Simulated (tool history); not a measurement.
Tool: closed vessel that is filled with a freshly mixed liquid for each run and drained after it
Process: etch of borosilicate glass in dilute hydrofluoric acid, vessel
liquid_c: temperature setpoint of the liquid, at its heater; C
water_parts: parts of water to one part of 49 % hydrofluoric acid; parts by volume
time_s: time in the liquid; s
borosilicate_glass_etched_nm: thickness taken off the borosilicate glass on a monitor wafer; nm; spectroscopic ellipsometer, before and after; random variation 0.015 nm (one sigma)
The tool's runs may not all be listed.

run  hour  liquid_c  water_parts  time_s  borosilicate_glass_etched_nm
  1   0.0      25.0          225      30                        2.8494
  2   7.9      26.0          225      30                        2.9286
  3  14.6      27.0          220      30                        3.1525
  4  22.9      27.0          165      30                        4.4483
  5  29.1      27.0          230      30                        2.9524
  6  33.2      27.5          225      30                        3.0827
  7  40.9      28.0          220      30                        3.2568
  8  49.3      28.5          220      30                        3.3272
  9  50.4      28.5          220      30                        3.3166
 10  58.3      29.0          220      30                        3.3464
 11  60.1      29.5          220      30                        3.4341
 12  68.7      30.0          220      30                        3.4730
 13  74.3      30.5          220      30                        3.5493
 14  78.9      31.0          220      30                        3.6315

Run 15 comes next. What will it give?
 15  87.2      32.0          215      30                             ?

{"run 15": {"borosilicate_glass_etched_nm": 3.844}}
